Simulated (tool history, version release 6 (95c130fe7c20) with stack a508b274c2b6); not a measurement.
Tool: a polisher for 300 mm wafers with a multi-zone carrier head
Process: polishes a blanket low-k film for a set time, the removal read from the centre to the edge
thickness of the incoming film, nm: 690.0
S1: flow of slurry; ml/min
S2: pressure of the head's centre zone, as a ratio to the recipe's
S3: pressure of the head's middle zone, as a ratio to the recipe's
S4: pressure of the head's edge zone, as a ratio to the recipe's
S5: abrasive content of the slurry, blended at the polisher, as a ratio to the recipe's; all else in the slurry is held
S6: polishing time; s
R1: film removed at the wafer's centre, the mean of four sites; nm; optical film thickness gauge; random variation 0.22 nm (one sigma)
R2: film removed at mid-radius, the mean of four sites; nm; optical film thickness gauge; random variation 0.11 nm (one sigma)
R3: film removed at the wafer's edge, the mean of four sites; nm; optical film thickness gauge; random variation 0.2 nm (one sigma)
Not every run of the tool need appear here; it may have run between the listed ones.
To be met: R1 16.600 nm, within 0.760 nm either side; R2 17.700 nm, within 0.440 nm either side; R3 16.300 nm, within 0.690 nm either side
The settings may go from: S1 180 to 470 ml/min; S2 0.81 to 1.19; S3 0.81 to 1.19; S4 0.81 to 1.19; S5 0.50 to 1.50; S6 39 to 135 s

| run | day | S1 | S2 | S3 | S4 | S5 | S6 | R1 | R2 | R3 |
|---|---|---|---|---|---|---|---|---|---|---|
| 1 | 0.000 | 300 | 1.00 | 1.00 | 1.00 | 1.00 | 87 | 30.362 | 30.943 | 30.168 |
| 2 | 0.329 | 270 | 1.00 | 1.00 | 1.00 | 1.00 | 87 | 29.185 | 30.233 | 31.002 |
| 3 | 0.700 | 270 | 1.00 | 1.00 | 1.00 | 1.20 | 87 | 33.041 | 33.414 | 32.688 |
| 4 | 0.854 | 270 | 1.00 | 1.00 | 1.00 | 1.05 | 87 | 30.685 | 31.114 | 30.422 |
| 5 | 0.950 | 270 | 1.00 | 1.00 | 1.00 | 1.05 | 67 | 23.789 | 24.239 | 23.930 |
| 6 | 1.029 | 305 | 0.99 | 1.00 | 0.97 | 0.90 | 65 | 21.091 | 21.754 | 20.976 |
| 7 | 1.150 | 320 | 0.97 | 0.98 | 0.93 | 0.85 | 65 | 19.552 | 21.163 | 20.615 |
| 8 | 1.208 | 260 | 1.05 | 1.01 | 0.83 | 0.60 | 62 | 15.703 | 15.555 | 14.748 |
| 9 | 1.338 | 285 | 1.04 | 1.02 | 0.84 | 0.60 | 62 | 15.808 | 15.702 | 14.520 |
| 10 | 1.538 | 295 | 1.03 | 1.03 | 0.87 | 0.60 | 62 | 15.632 | 16.139 | 14.564 |
| 11 | 1.717 | 295 | 1.03 | 1.03 | 0.87 | 0.60 | 62 | 15.581 | 16.006 | 15.025 |
| 12 | 1.858 | 335 | 1.05 | 1.11 | 0.97 | 0.65 | 62 | 17.613 | 18.336 | 16.399 |

Which single option among these 5 for the next run brings every result within its allowed miss of target? Just one does.
| A | 2.000 | 350 | 1.00 | 1.06 | 0.94 | 0.55 | 71 | ? | ? | ? |
| B | 2.000 | 265 | 1.09 | 1.00 | 0.96 | 0.55 | 75 | ? | ? | ? |
| C | 2.000 | 315 | 1.14 | 1.17 | 0.94 | 0.75 | 57 | ? | ? | ? |
| D | 2.000 | 350 | 0.95 | 1.10 | 0.97 | 0.60 | 67 | ? | ? | ? |
| E | 2.000 | 315 | 1.16 | 1.18 | 1.03 | 0.75 | 53 | ? | ? | ? |

| move | R1 | R2 | R3 |
|---|---|---|---|
| A | 16.758 | 17.695 | 16.167 |
| B | 18.476 | 17.182 | 16.722 |
| C | 19.248 | 19.232 | 16.319 |
| D | 16.174 | 18.505 | 16.606 |
| E | 18.215 | 17.998 | 15.688 |
A: in spec on every target
B: takes the result that was furthest off past its target
C: moves away from the targets compared with the last run
D: moves away from the targets compared with the last run
E: meets the target for the result that was furthest off, but another lies outside its allowed miss
The right move is A.

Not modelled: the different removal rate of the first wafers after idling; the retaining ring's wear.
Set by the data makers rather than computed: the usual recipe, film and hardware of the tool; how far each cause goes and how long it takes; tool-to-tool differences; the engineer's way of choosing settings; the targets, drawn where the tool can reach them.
